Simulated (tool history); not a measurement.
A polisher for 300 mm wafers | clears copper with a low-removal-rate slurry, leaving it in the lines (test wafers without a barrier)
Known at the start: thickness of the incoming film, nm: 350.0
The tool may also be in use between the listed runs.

run  hour  flow of slurry (ml/min)  pressure of the wafer on the pad (kPa)  speed of the pad under the wafer (m/s)  abrasive content of the slurry  overpolish time after the end point (s)  time until the end point was called (s)  dishing of a wide line in a test structure (angstrom)
  1   0.0                      310                                    20.0                                    0.94                            1.00                                       12                                   165.06                                                205.280
  2   5.8                      310                                    20.0                                    1.06                            1.00                                       12                                   148.43                                                225.560
  3   6.5                      295                                    17.9                                    1.10                            0.90                                       10                                   163.04                                                176.290
  4  15.4                      295                                    15.9                                    1.10                            0.90                                       10                                   184.95                                                154.070
  5  20.5                      320                                    14.5                                    1.10                            1.05                                        9                                   195.41                                                131.280
  6  22.4                      320                                    14.5                                    1.10                            1.20                                        9                                   188.58                                                140.950
  7  27.7                      355                                    13.8                                    1.14                            1.05                                        8                                   190.19                                                116.770
  8  34.6                      385                                    13.8                                    1.16                            0.95                                        7                                   195.69                                                105.280
  9  39.7                      405                                    13.1                                    1.22                            0.85                                        6                                   196.63                                                 92.111

Forecast run 10:
 10  47.0                      425                                    12.4                                    1.28                            0.75                                        6                                        ?                                                      ?

{"run 10": {"time until the end point was called (s)": 195.9, "dishing of a wide line in a test structure (angstrom)": 90.505}}
